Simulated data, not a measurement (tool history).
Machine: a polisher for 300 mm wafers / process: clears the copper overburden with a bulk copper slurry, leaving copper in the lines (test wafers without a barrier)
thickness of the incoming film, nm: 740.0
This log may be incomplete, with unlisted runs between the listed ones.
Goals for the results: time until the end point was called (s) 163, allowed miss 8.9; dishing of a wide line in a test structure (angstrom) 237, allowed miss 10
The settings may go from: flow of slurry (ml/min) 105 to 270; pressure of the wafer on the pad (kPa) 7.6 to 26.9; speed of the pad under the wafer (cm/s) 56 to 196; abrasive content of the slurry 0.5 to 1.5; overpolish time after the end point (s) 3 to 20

run	day	flow of slurry (ml/min)	pressure of the wafer on the pad (kPa)	speed of the pad under the wafer (cm/s)	abrasive content of the slurry	overpolish time after the end point (s)	time until the end point was called (s)	dishing of a wide line in a test structure (angstrom)
1	0	175	17.2	126	1	10	83.447	292.23
2	0.288	175	17.2	96	1	10	109.6	268.61
3	0.35	175	17.2	96	1	12	107.56	290.35
4	0.558	175	15.2	94	1	12	125.13	268.56
5	0.817	130	15.2	94	1	12	129.99	267.17
6	0.904	110	15.2	94	1	12	132.42	270.1
7	1.162	115	11	92	1	11	177.43	205.69
8	1.204	115	11.7	90	1	12	177.13	230.48

Exercise: of the 4 proposed moves below, exactly one satisfies all targets within the stated allowed misses. Which move is it?
A	1.246	115	10.3	90	1.05	12	?	?
B	1.246	115	14.5	88	1	9	?	?
C	1.246	105	13.1	86	0.95	12	?	?
D	1.246	140	11.7	108	0.95	11	?	?

move	time until the end point was called (s)	dishing of a wide line in a test structure (angstrom)
A	195.19	209.04
B	145.47	214.99
C	166.3	232.18
D	144.71	236.14
A: its largest miss is bigger than the last run's
B: pushes the last run's worst result past its target
C: meets every target
D: pushes the last run's worst result past its target
The right move is C.

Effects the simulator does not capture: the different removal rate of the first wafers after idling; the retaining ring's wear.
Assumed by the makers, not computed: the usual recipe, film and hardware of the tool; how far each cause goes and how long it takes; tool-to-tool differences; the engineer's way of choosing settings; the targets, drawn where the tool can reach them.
